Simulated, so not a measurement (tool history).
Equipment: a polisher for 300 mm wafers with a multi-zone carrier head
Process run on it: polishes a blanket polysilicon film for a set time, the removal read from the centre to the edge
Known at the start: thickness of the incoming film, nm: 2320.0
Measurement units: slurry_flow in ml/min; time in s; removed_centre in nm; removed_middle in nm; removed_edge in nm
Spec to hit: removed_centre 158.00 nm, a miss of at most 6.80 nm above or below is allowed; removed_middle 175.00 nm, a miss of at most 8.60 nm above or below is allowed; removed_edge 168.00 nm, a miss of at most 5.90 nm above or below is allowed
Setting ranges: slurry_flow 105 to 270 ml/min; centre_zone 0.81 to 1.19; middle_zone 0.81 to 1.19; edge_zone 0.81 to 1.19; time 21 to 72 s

run,hour,slurry_flow,centre_zone,middle_zone,edge_zone,time,removed_centre,removed_middle,removed_edge
1,0.0,175,1.00,1.00,1.00,46,199.03,195.49,193.58
2,1.5,175,1.00,1.00,1.00,55,236.65,228.44,230.70
3,6.0,175,1.00,0.97,1.00,55,236.20,232.11,227.60
4,12.9,175,1.06,0.97,1.00,55,252.88,223.82,225.85
5,20.1,175,1.06,0.97,1.00,45,202.24,187.18,185.83
6,23.4,175,1.06,1.04,1.00,45,201.36,198.86,188.00
7,24.7,165,1.02,1.03,0.99,44,191.65,193.13,180.27
8,26.4,160,0.98,1.02,0.99,43,179.74,181.69,173.59
9,35.2,160,0.98,1.02,0.99,43,178.71,183.74,177.98

5 candidate next runs follow, results not yet known. Just one meets every target within its allowed miss. Identify it.
A,44.0,185,1.08,1.08,0.91,43,?,?,?
B,44.0,190,1.09,1.04,0.81,42,?,?,?
C,44.0,165,1.06,0.95,0.97,42,?,?,?
D,44.0,125,0.81,1.10,1.02,46,?,?,?
E,44.0,210,0.89,1.02,0.98,40,?,?,?

move,removed_centre,removed_middle,removed_edge
A,198.64,199.58,170.95
B,196.15,189.76,158.86
C,188.23,174.48,170.90
D,157.76,208.49,187.55
E,157.75,179.85,166.27
A: moves away from the targets compared with the last run
B: moves away from the targets compared with the last run
C: moves away from the targets compared with the last run
D: meets the target for the result that was furthest off, but another lies outside its allowed miss
E: every result lands within tolerance
E is the move that brings every result within its allowed miss.
